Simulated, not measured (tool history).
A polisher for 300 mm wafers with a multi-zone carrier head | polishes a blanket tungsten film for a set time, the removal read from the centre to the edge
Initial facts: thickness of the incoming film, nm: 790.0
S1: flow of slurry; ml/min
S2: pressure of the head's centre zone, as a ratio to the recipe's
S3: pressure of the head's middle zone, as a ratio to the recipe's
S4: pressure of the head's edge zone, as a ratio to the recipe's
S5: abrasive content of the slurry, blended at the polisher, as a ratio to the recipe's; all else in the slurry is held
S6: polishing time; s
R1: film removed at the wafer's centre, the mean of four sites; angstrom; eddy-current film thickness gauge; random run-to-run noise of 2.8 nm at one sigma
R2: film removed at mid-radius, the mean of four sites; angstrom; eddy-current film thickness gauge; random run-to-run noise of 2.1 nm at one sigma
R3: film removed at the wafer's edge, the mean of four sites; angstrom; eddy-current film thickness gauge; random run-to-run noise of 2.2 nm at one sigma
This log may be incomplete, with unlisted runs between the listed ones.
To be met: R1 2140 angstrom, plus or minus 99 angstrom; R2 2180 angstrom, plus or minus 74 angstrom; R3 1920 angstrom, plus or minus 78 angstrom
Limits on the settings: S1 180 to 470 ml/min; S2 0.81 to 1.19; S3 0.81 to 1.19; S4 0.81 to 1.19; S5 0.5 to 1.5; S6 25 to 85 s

run,hour,S1,S2,S3,S4,S5,S6,R1,R2,R3
1,0,300,1,1,1,1,55,3075.1,3234.3,3084.8
2,7.1,300,1,1,0.98,0.95,53,2931.3,3065.3,2999.1
3,7.9,300,1.02,1.02,0.98,0.95,50,2800.1,2890.5,2816.3
4,15.3,230,1.02,1.02,0.98,0.95,50,2746.7,2797.6,2780.4
5,22.4,250,1.04,1.04,0.97,0.9,48,2661.5,2762.4,2598.2
6,27.7,250,1.04,1.12,0.97,0.9,48,2725.1,2975.8,2588.3
7,32.9,255,1.05,1.12,0.96,0.85,47,2633.6,2871,2525.7
8,37.8,260,1.06,1.12,0.95,0.8,46,2639.8,2769,2438.4
9,40,260,1.06,1.12,0.94,0.75,45,2532.3,2645.2,2352.4
10,46.6,260,1.06,1.12,0.94,0.75,45,2511.9,2690.9,2357
11,49,260,1.07,1.12,0.93,0.7,44,2387.1,2567.4,2263.2
12,54.3,265,1.14,1.09,0.83,0.5,40,2200.6,2099.7,1826.1
13,63.3,265,1.13,1.09,0.84,0.5,40,2176.4,2102.6,1834
14,65.2,265,1.13,1.09,0.85,0.5,40,2172.9,2138.9,1828.8
15,69.7,265,1.13,1.09,0.86,0.5,40,2194,2154.1,1786.1
16,77.2,265,1.12,1.09,0.86,0.5,40,2152.8,2135.7,1829.2

Pick the move, out of 4, that brings all results within their allowed miss; only one does.
A,84.7,265,1.17,1.12,0.83,0.6,37,?,?,?
B,84.7,255,1.1,1.18,0.87,0.5,39,?,?,?
C,84.7,445,1.19,1.12,1.04,0.5,36,?,?,?
D,84.7,245,1.05,1.05,0.82,0.7,40,?,?,?

move,R1,R2,R3
A,2142.6,2124.7,1778.8
B,2033.2,2245,1829.5
C,2153.1,2087.4,1892.1
D,2121.7,2225.3,1965.2
A: moves away from the targets compared with the last run
B: just as far off the targets as the last run
C: puts the biggest miss on target and leaves a different result outside tolerance
D: all results in spec
Answer: D

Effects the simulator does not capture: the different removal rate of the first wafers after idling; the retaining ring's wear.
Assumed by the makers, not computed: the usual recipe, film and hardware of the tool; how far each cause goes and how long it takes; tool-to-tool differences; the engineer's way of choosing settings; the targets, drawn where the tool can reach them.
